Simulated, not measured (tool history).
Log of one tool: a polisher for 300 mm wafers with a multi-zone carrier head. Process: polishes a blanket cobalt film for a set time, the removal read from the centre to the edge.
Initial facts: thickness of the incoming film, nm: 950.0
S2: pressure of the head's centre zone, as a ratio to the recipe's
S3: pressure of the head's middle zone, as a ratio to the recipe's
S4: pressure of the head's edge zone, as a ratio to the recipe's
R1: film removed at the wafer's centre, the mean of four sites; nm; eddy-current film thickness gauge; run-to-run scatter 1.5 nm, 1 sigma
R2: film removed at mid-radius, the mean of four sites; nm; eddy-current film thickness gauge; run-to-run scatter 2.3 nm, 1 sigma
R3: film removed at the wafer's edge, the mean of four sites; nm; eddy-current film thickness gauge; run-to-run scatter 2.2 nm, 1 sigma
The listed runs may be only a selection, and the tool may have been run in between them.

run 1 hour=0 | flow_of_slurry_(ml/min)=210 S2=1 S3=1 S4=1 polishing_time_(s)=35 | R1=161.32 R2=160.84 R3=155.34
run 2 hour=5.1 | flow_of_slurry_(ml/min)=220 S2=1.01 S3=1.03 S4=1.04 polishing_time_(s)=38 | R1=175.15 R2=176.96 R3=173.66
run 3 hour=13.1 | flow_of_slurry_(ml/min)=230 S2=1.02 S3=1.07 S4=1.05 polishing_time_(s)=40 | R1=189.6 R2=197.84 R3=186.22
run 4 hour=20.7 | flow_of_slurry_(ml/min)=240 S2=1.03 S3=1.09 S4=1.08 polishing_time_(s)=41 | R1=199.91 R2=204.03 R3=195.69
run 5 hour=25.5 | flow_of_slurry_(ml/min)=250 S2=1.03 S3=1.11 S4=1.1 polishing_time_(s)=42 | R1=203.7 R2=219.33 R3=201.58
run 6 hour=31.2 | flow_of_slurry_(ml/min)=255 S2=1.04 S3=1.11 S4=1.12 polishing_time_(s)=43 | R1=212.06 R2=217.81 R3=208.22
run 7 hour=36.2 | flow_of_slurry_(ml/min)=260 S2=1.04 S3=1.13 S4=1.13 polishing_time_(s)=44 | R1=216.14 R2=227.17 R3=215.26

Run 8 comes next. What will it give?
run 8 hour=39.7 | flow_of_slurry_(ml/min)=265 S2=1.04 S3=1.14 S4=1.14 polishing_time_(s)=44 | R1=? R2=? R3=?

{"run 8": {"R1": 218.07, "R2": 230.14, "R3": 212.07}}
